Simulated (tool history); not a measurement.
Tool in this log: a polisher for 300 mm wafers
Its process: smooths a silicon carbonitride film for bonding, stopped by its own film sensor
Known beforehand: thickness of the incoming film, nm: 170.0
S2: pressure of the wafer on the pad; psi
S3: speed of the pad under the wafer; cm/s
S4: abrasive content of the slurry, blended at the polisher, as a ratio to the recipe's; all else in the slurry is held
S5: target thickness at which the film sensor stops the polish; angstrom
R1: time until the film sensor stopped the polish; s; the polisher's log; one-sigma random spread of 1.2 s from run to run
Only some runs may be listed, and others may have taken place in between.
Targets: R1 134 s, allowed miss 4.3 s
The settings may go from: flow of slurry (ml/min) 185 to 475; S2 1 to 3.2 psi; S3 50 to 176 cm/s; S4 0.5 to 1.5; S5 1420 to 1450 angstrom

run 1 hour=0 | flow_of_slurry_(ml/min)=305 S2=2.1 S3=112 S4=1 S5=1420 | R1=99.039
run 2 hour=7.6 | flow_of_slurry_(ml/min)=305 S2=1.9 S3=112 S4=1 S5=1420 | R1=111.11
run 3 hour=16.4 | flow_of_slurry_(ml/min)=305 S2=1.9 S3=112 S4=0.8 S5=1420 | R1=121.34
run 4 hour=17.2 | flow_of_slurry_(ml/min)=305 S2=2.2 S3=112 S4=0.8 S5=1420 | R1=107.31
run 5 hour=20.8 | flow_of_slurry_(ml/min)=305 S2=2.2 S3=112 S4=0.9 S5=1420 | R1=101.36
run 6 hour=24.5 | flow_of_slurry_(ml/min)=305 S2=2 S3=112 S4=0.9 S5=1420 | R1=112
run 7 hour=28.6 | flow_of_slurry_(ml/min)=305 S2=1.9 S3=112 S4=0.9 S5=1420 | R1=114.93
run 8 hour=30.4 | flow_of_slurry_(ml/min)=305 S2=1.8 S3=112 S4=0.9 S5=1420 | R1=122.1
run 9 hour=33.9 | flow_of_slurry_(ml/min)=305 S2=1.7 S3=112 S4=0.9 S5=1420 | R1=128.82

Exactly one of the 4 candidate moves below puts every result within its allowed miss. Which one?
run A hour=37.4 | flow_of_slurry_(ml/min)=315 S2=1.2 S3=134 S4=1.25 S5=1450 | R1=?
run B hour=37.4 | flow_of_slurry_(ml/min)=260 S2=1.7 S3=102 S4=1 S5=1440 | R1=?
run C hour=37.4 | flow_of_slurry_(ml/min)=380 S2=1.8 S3=78 S4=1.1 S5=1440 | R1=?
run D hour=37.4 | flow_of_slurry_(ml/min)=305 S2=1.7 S3=114 S4=1 S5=1420 | R1=?

move=A R1=119.33
move=B R1=124.11
move=C R1=134.66
move=D R1=120.2
A: further off than the last run
B: further off than the last run
C: each result inside its tolerance
D: further off than the last run
So the answer is move C, the one that meets all the targets.
